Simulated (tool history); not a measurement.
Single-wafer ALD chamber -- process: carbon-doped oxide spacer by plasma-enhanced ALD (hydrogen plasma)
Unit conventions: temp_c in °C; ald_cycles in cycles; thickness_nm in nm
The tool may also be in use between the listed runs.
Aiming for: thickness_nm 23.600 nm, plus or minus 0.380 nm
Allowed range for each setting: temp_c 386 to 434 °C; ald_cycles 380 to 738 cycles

run	hour	temp_c	ald_cycles	thickness_nm
1	0.0	410	559	28.281
2	1.8	413	544	27.231
3	6.6	416	533	26.332
4	15.2	409	533	26.858
5	16.9	409	498	25.101
6	24.4	411	495	24.825
7	31.4	413	493	24.583
8	33.3	415	491	24.566
9	40.6	416	488	23.928

5 next moves are on the table. One of them brings every result within its allowed miss. Which?
A	47.9	425	495	?
B	47.9	412	502	?
C	47.9	404	477	?
D	47.9	415	500	?
E	47.9	413	489	?

move	thickness_nm
A	23.434
B	24.915
C	24.347
D	24.552
E	24.184
A: meets every target
B: its largest miss is bigger than the last run's
C: its largest miss is bigger than the last run's
D: its largest miss is bigger than the last run's
E: its largest miss is bigger than the last run's
The right move is A.
